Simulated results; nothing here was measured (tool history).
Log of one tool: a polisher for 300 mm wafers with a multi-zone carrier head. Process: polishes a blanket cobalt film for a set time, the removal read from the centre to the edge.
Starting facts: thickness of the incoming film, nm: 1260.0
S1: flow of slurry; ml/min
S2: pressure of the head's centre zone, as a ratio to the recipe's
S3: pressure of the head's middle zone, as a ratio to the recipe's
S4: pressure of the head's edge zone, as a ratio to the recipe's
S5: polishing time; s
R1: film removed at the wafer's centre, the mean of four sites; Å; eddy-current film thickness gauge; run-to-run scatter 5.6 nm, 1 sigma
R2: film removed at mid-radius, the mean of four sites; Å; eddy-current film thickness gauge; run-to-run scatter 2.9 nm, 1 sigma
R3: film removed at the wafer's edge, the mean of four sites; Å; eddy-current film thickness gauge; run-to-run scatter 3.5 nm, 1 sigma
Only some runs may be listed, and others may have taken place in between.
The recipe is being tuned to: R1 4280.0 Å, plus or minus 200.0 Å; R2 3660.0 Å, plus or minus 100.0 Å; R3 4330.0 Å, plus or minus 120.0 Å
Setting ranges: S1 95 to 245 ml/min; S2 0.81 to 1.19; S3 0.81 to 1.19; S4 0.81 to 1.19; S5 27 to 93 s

run 1 hour=0.0 | S1=155 S2=1.00 S3=1.00 S4=1.00 S5=59 | R1=4429.4 R2=4423.5 R3=4605.5
run 2 hour=5.4 | S1=155 S2=1.00 S3=0.96 S4=1.00 S5=59 | R1=4519.4 R2=4308.0 R3=4611.6
run 3 hour=7.3 | S1=155 S2=1.00 S3=0.96 S4=1.00 S5=50 | R1=3694.6 R2=3668.7 R3=3897.5
run 4 hour=15.3 | S1=155 S2=1.00 S3=0.96 S4=1.00 S5=64 | R1=4866.7 R2=4657.5 R3=4925.6
run 5 hour=18.5 | S1=145 S2=1.00 S3=0.92 S4=1.00 S5=63 | R1=4549.1 R2=4386.4 R3=4854.7
run 6 hour=21.2 | S1=145 S2=0.92 S3=0.92 S4=1.00 S5=63 | R1=4262.9 R2=4395.7 R3=4848.4
run 7 hour=24.2 | S1=105 S2=1.02 S3=0.82 S4=0.90 S5=60 | R1=3989.7 R2=3464.3 R3=4166.2
run 8 hour=28.8 | S1=110 S2=1.02 S3=0.82 S4=0.90 S5=60 | R1=4183.0 R2=3530.2 R3=4228.9
run 9 hour=37.1 | S1=110 S2=1.02 S3=0.82 S4=0.90 S5=60 | R1=4170.4 R2=3570.4 R3=4208.8

Which of these 4 next moves meets every target?
run A hour=45.4 | S1=100 S2=1.03 S3=0.90 S4=0.84 S5=61 | R1=? R2=? R3=?
run B hour=45.4 | S1=120 S2=1.07 S3=0.87 S4=0.85 S5=59 | R1=? R2=? R3=?
run C hour=45.4 | S1=125 S2=1.01 S3=0.85 S4=0.82 S5=58 | R1=? R2=? R3=?
run D hour=45.4 | S1=120 S2=1.01 S3=0.82 S4=0.91 S5=61 | R1=? R2=? R3=?

move=A R1=4206.3 R2=3748.1 R3=4076.7
move=B R1=4507.5 R2=3729.0 R3=4119.5
move=C R1=4232.7 R2=3638.2 R3=4018.5
move=D R1=4395.6 R2=3676.3 R3=4393.8
A: its largest miss is bigger than the last run's
B: its largest miss is bigger than the last run's
C: its largest miss is bigger than the last run's
D: each result inside its tolerance
The right move is D.
